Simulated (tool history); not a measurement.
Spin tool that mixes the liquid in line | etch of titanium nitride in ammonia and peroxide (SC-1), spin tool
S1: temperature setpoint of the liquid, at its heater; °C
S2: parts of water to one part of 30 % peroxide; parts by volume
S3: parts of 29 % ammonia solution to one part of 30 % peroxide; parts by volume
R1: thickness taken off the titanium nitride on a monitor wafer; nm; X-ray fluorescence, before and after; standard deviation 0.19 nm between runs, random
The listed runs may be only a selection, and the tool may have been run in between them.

Run 1, day 0.000: S1 61.0 °C, S2 28.5 parts by volume, S3 0.55 parts by volume, time under the liquid (s) 295. Result: R1 15.463 nm.
Run 2, day 0.271: S1 61.0 °C, S2 28.5 parts by volume, S3 0.55 parts by volume, time under the liquid (s) 320. Result: R1 16.544 nm.
Run 3, day 0.483: S1 61.0 °C, S2 24.0 parts by volume, S3 0.55 parts by volume, time under the liquid (s) 320. Result: R1 18.347 nm.
Run 4, day 0.625: S1 63.5 °C, S2 24.0 parts by volume, S3 0.55 parts by volume, time under the liquid (s) 320. Result: R1 21.773 nm.
Run 5, day 0.917: S1 65.0 °C, S2 24.0 parts by volume, S3 0.55 parts by volume, time under the liquid (s) 320. Result: R1 23.631 nm.
Run 6, day 1.146: S1 65.0 °C, S2 24.0 parts by volume, S3 0.55 parts by volume, time under the liquid (s) 295. Result: R1 21.761 nm.
Run 7, day 1.300: S1 66.5 °C, S2 24.0 parts by volume, S3 0.55 parts by volume, time under the liquid (s) 295. Result: R1 23.841 nm.

What does the tool deliver on the next run?
Run 8, day 1.588: S1 67.5 °C, S2 24.0 parts by volume, S3 0.55 parts by volume, time under the liquid (s) 295. Result: R1 ?.

R1: 25.714 nm
